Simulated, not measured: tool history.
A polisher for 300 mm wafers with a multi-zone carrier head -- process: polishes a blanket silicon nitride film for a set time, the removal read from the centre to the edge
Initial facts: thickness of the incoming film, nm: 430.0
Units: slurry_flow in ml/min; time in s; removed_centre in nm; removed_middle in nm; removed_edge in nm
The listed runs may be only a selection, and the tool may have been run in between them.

run	day	slurry_flow	centre_zone	middle_zone	edge_zone	time	removed_centre	removed_middle	removed_edge
1	0	235	1	1	1	56	76.433	77.829	74.863
2	0.317	190	1	1	1	56	73.676	74.749	72.982
3	0.388	190	1.08	1	1	56	78.716	74.857	72.247
4	0.704	215	1.08	1	1	56	80.068	75.062	74.168
5	0.979	215	1.16	1	1	56	88.384	77.179	73.589
6	1.35	215	1.16	0.94	1	56	87.062	72.403	73.425

For run 7, what comes out?
7	1.492	230	1.11	1.02	1.02	59	?	?	?

removed_centre: 87.276 nm
removed_middle: 80.538 nm
removed_edge: 78.06 nm
